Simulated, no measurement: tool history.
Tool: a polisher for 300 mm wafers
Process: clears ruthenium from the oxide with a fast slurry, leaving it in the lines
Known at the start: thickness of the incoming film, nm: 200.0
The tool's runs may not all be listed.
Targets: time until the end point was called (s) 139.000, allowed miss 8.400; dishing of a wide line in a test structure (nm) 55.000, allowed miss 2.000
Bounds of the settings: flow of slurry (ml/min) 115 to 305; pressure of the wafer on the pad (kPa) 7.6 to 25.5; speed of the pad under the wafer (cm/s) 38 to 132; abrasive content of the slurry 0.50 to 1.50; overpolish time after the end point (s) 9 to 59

run,hour,flow of slurry (ml/min),pressure of the wafer on the pad (kPa),speed of the pad under the wafer (cm/s),abrasive content of the slurry,overpolish time after the end point (s),time until the end point was called (s),dishing of a wide line in a test structure (nm)
1,0.0,195,16.5,84,1.00,30,77.091,60.672
2,5.3,190,13.8,84,1.00,34,92.671,57.906
3,9.3,190,13.8,84,0.85,34,99.342,54.558
4,16.1,185,12.4,84,0.85,37,108.540,54.353
5,16.9,230,12.4,84,0.85,37,106.420,55.309
6,22.8,230,11.0,84,0.85,40,115.450,53.087
7,30.3,225,10.3,84,0.85,43,125.350,53.828
8,30.9,225,10.3,84,0.85,44,126.910,55.017
9,37.7,225,10.3,84,0.85,45,122.160,57.015

4 next moves are on the table. One of them brings every result within its allowed miss. Which?
A,44.5,250,9.0,92,0.80,48,?,?
B,44.5,225,11.0,74,1.00,45,?,?
C,44.5,220,9.7,68,0.75,51,?,?
D,44.5,220,9.0,88,0.80,43,?,?

move,time until the end point was called (s),dishing of a wide line in a test structure (nm)
A,134.530,55.390
B,121.920,56.927
C,164.780,49.270
D,141.550,48.505
A: meets every target
B: as far off as the last run
C: takes the result that was furthest off past its target
D: brings the result that was furthest off to its target, and leaves another outside
Move A is the one to make.

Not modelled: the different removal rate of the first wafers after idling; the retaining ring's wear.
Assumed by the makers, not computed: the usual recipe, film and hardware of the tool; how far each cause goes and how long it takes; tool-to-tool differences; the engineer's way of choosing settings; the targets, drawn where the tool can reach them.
